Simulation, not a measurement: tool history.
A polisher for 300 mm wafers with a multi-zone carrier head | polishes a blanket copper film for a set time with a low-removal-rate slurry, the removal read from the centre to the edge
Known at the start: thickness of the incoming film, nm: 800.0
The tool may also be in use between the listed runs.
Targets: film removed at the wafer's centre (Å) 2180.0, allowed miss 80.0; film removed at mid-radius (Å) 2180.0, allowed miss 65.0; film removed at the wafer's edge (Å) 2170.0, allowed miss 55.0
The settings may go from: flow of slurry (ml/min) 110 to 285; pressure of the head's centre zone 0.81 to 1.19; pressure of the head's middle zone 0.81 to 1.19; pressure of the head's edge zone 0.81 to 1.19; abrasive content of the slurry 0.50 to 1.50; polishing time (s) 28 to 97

run,hour,flow of slurry (ml/min),pressure of the head's centre zone,pressure of the head's middle zone,pressure of the head's edge zone,abrasive content of the slurry,polishing time (s),film removed at the wafer's centre (Å),film removed at mid-radius (Å),film removed at the wafer's edge (Å)
1,0.0,180,1.00,1.00,1.00,1.00,62,1580.6,1561.8,1642.4
2,5.7,210,1.00,1.00,1.00,1.00,62,1639.3,1586.0,1661.3
3,6.7,210,1.00,0.93,1.00,1.00,62,1621.5,1496.0,1645.9
4,14.4,210,1.00,0.93,1.00,1.00,52,1372.9,1258.8,1391.8
5,17.8,215,1.01,0.97,1.03,1.10,55,1472.8,1425.7,1522.0
6,26.3,215,1.01,0.90,1.03,1.10,55,1487.9,1337.7,1522.5
7,31.0,220,1.03,0.94,1.05,1.20,58,1637.5,1472.1,1669.6
8,36.4,225,1.04,0.99,1.06,1.25,60,1729.7,1629.1,1741.2
9,39.1,225,1.05,1.01,1.08,1.30,62,1806.9,1708.0,1820.1

4 next moves are on the table. One of them brings every result within its allowed miss. Which?
A,41.8,250,0.88,0.92,1.17,1.50,76,?,?,?
B,41.8,215,1.10,1.06,1.07,1.25,54,?,?,?
C,41.8,240,0.90,1.12,1.06,1.40,73,?,?,?
D,41.8,280,1.03,1.07,1.04,1.30,73,?,?,?

move,film removed at the wafer's centre (Å),film removed at mid-radius (Å),film removed at the wafer's edge (Å)
A,2000.3,2020.4,2406.5
B,1626.4,1520.0,1547.4
C,1922.6,2236.0,2153.1
D,2170.2,2157.7,2131.2
A: nearer than the last run, and not there yet
B: further off than the last run
C: brings the result that was furthest off to its target, and leaves another outside
D: meets every target
Answer: D
